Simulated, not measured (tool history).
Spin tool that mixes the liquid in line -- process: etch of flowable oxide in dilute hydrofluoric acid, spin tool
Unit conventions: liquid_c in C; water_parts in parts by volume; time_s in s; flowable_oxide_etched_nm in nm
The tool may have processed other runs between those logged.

Run 1, hour 0: liquid_c 25 C, water_parts 250 parts by volume, time_s 60 s. Result: flowable_oxide_etched_nm 4.4285 nm.
Run 2, hour 2.1: liquid_c 25 C, water_parts 205 parts by volume, time_s 60 s. Result: flowable_oxide_etched_nm 5.7007 nm.
Run 3, hour 7.8: liquid_c 24 C, water_parts 220 parts by volume, time_s 60 s. Result: flowable_oxide_etched_nm 5.0516 nm.
Run 4, hour 12.5: liquid_c 24 C, water_parts 140 parts by volume, time_s 60 s. Result: flowable_oxide_etched_nm 8.6317 nm.
Run 5, hour 20.9: liquid_c 24 C, water_parts 140 parts by volume, time_s 40 s. Result: flowable_oxide_etched_nm 5.7473 nm.
Run 6, hour 24.3: liquid_c 24 C, water_parts 140 parts by volume, time_s 60 s. Result: flowable_oxide_etched_nm 8.5914 nm.
Run 7, hour 32.9: liquid_c 20 C, water_parts 240 parts by volume, time_s 60 s. Result: flowable_oxide_etched_nm 3.8912 nm.

What does the tool deliver on the next run?
Run 8, hour 37.2: liquid_c 17 C, water_parts 300 parts by volume, time_s 60 s. Result: flowable_oxide_etched_nm ?.

For run 8 the tool returned flowable_oxide_etched_nm 2.6392 nm.
